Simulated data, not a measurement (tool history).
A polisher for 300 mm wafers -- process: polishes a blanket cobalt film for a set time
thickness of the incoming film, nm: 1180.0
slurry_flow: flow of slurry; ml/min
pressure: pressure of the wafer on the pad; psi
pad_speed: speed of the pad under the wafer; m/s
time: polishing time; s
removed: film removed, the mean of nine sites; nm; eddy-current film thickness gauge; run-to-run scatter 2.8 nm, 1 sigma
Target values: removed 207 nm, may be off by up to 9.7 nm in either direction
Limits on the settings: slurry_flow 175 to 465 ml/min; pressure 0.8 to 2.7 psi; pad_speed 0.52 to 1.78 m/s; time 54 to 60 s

| run | hour | slurry_flow | pressure | pad_speed | time | removed |
|---|---|---|---|---|---|---|
| 1 | 0 | 295 | 1.7 | 1.14 | 60 | 305.29 |
| 2 | 3.3 | 295 | 1.7 | 1.14 | 54 | 272.65 |
| 3 | 4.3 | 225 | 1.7 | 1.14 | 54 | 265.15 |
| 4 | 11.1 | 225 | 1.7 | 1.14 | 54 | 262.11 |
| 5 | 19.1 | 195 | 1.7 | 1.14 | 54 | 270.69 |
| 6 | 22.2 | 195 | 1.6 | 1.14 | 54 | 244.91 |
| 7 | 31.1 | 195 | 1.5 | 1.14 | 54 | 225.27 |
| 8 | 37.6 | 195 | 1.4 | 1.14 | 54 | 215.37 |

5 next moves are on the table. One of them brings every result within its allowed miss. Which?
| A | 44.1 | 175 | 1.4 | 1.04 | 60 | ? |
| B | 44.1 | 175 | 1.6 | 1.1 | 54 | ? |
| C | 44.1 | 215 | 1.4 | 1.28 | 57 | ? |
| D | 44.1 | 185 | 1.2 | 1.28 | 56 | ? |
| E | 44.1 | 215 | 1.3 | 1.22 | 57 | ? |

| move | removed |
|---|---|
| A | 225.52 |
| B | 239 |
| C | 247.37 |
| D | 207.64 |
| E | 223.27 |
A: lands further from the targets than the last run did
B: lands further from the targets than the last run did
C: lands further from the targets than the last run did
D: all results land within tolerance of their targets
E: lands further from the targets than the last run did
Go with D: it meets all targets.

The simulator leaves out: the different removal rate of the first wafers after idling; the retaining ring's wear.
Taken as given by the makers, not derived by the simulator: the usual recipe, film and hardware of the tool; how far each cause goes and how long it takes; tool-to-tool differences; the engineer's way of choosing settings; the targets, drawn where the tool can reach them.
